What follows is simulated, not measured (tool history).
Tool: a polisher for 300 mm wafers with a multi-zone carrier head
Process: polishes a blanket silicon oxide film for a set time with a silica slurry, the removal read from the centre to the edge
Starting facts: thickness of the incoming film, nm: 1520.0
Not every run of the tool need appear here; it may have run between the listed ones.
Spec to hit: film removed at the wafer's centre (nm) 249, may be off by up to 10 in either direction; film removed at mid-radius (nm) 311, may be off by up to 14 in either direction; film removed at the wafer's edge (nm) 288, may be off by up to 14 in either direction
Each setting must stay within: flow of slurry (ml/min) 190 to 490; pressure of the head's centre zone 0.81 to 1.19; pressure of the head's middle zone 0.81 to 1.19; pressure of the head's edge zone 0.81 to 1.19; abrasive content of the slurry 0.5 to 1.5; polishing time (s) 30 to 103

| run | hour | flow of slurry (ml/min) | pressure of the head's centre zone | pressure of the head's middle zone | pressure of the head's edge zone | abrasive content of the slurry | polishing time (s) | film removed at the wafer's centre (nm) | film removed at mid-radius (nm) | film removed at the wafer's edge (nm) |
|---|---|---|---|---|---|---|---|---|---|---|
| 1 | 0 | 315 | 1 | 1 | 1 | 1 | 66 | 352 | 355.11 | 352.95 |
| 2 | 7.7 | 315 | 0.96 | 1.01 | 0.99 | 0.95 | 66 | 325.44 | 342.52 | 336.64 |
| 3 | 14.6 | 315 | 0.93 | 1.02 | 0.98 | 0.9 | 66 | 310.97 | 334.57 | 323.24 |
| 4 | 21.8 | 310 | 0.9 | 1.03 | 0.99 | 0.85 | 66 | 292.08 | 328.88 | 318.96 |
| 5 | 23.8 | 310 | 0.88 | 1.04 | 0.98 | 0.8 | 66 | 275.43 | 312.85 | 305.51 |
| 6 | 30.6 | 310 | 0.88 | 1.04 | 1.01 | 0.8 | 66 | 277.45 | 309.65 | 305.96 |
| 7 | 32.1 | 310 | 0.87 | 1.05 | 1 | 0.8 | 66 | 274.05 | 315.82 | 305.74 |
| 8 | 33.7 | 310 | 0.86 | 1.06 | 0.99 | 0.8 | 66 | 272.39 | 323 | 302.42 |
| 9 | 35 | 310 | 0.85 | 1.06 | 0.99 | 0.8 | 66 | 269.22 | 324.2 | 304.59 |
| 10 | 42 | 305 | 0.81 | 1.05 | 0.95 | 0.7 | 66 | 235.88 | 282.32 | 273.1 |
| 11 | 48.3 | 310 | 0.81 | 1.06 | 0.96 | 0.7 | 66 | 231.13 | 289.67 | 272.35 |
| 12 | 53.4 | 310 | 0.82 | 1.07 | 0.97 | 0.7 | 66 | 233.31 | 295.28 | 275.21 |
| 13 | 57.1 | 310 | 0.83 | 1.07 | 0.98 | 0.7 | 66 | 237.82 | 299.16 | 278.53 |

Pick the move, out of 4, that brings all results within their allowed miss; only one does.
| A | 60.8 | 250 | 0.85 | 1.09 | 0.98 | 1 | 56 | ? | ? | ? |
| B | 60.8 | 325 | 0.93 | 1.11 | 0.95 | 0.7 | 67 | ? | ? | ? |
| C | 60.8 | 300 | 0.81 | 0.95 | 0.93 | 0.7 | 70 | ? | ? | ? |
| D | 60.8 | 285 | 0.94 | 1.05 | 0.96 | 0.85 | 57 | ? | ? | ? |

| move | film removed at the wafer's centre (nm) | film removed at mid-radius (nm) | film removed at the wafer's edge (nm) |
|---|---|---|---|
| A | 250.99 | 303.75 | 294.44 |
| B | 267.27 | 301.3 | 282.67 |
| C | 245 | 283.51 | 291.21 |
| D | 258.21 | 278.82 | 273.32 |
A: in spec on every target
B: the result that was furthest off in the last run now lies on the other side of its target
C: gets the furthest-off result to its target, but another result is out of tolerance
D: gets the furthest-off result to its target, but another result is out of tolerance
A meets every target.

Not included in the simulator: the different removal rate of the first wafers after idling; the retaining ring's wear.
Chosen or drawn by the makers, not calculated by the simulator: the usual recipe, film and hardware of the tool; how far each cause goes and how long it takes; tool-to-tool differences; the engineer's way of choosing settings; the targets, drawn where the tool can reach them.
